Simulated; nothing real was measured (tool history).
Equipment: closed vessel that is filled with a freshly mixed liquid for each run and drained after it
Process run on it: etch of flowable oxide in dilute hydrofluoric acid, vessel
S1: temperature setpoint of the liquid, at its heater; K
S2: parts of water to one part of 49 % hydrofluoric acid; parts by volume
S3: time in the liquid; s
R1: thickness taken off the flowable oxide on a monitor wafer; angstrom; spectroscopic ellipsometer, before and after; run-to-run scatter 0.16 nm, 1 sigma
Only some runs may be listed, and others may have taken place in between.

Run 1, hour 0.0: S1 294.15 K, S2 120 parts by volume, S3 145 s. Result: R1 217.14 angstrom.
Run 2, hour 6.0: S1 294.15 K, S2 150 parts by volume, S3 145 s. Result: R1 168.90 angstrom.
Run 3, hour 12.7: S1 292.65 K, S2 150 parts by volume, S3 145 s. Result: R1 159.15 angstrom.
Run 4, hour 14.3: S1 294.15 K, S2 150 parts by volume, S3 145 s. Result: R1 166.62 angstrom.
Run 5, hour 22.6: S1 295.65 K, S2 140 parts by volume, S3 145 s. Result: R1 193.36 angstrom.
Run 6, hour 30.7: S1 297.15 K, S2 135 parts by volume, S3 145 s. Result: R1 214.79 angstrom.
Run 7, hour 38.5: S1 298.15 K, S2 130 parts by volume, S3 145 s. Result: R1 231.95 angstrom.
Run 8, hour 42.7: S1 299.15 K, S2 125 parts by volume, S3 145 s. Result: R1 252.28 angstrom.
Run 9, hour 48.9: S1 299.65 K, S2 125 parts by volume, S3 145 s. Result: R1 256.40 angstrom.
Run 10, hour 51.3: S1 300.15 K, S2 125 parts by volume, S3 145 s. Result: R1 262.49 angstrom.
Run 11, hour 58.8: S1 300.65 K, S2 125 parts by volume, S3 145 s. Result: R1 267.67 angstrom.

What will run 12 give?
Run 12, hour 67.5: S1 301.15 K, S2 125 parts by volume, S3 145 s. Result: R1 ?.

Run 12 yielded R1 271.60 angstrom.
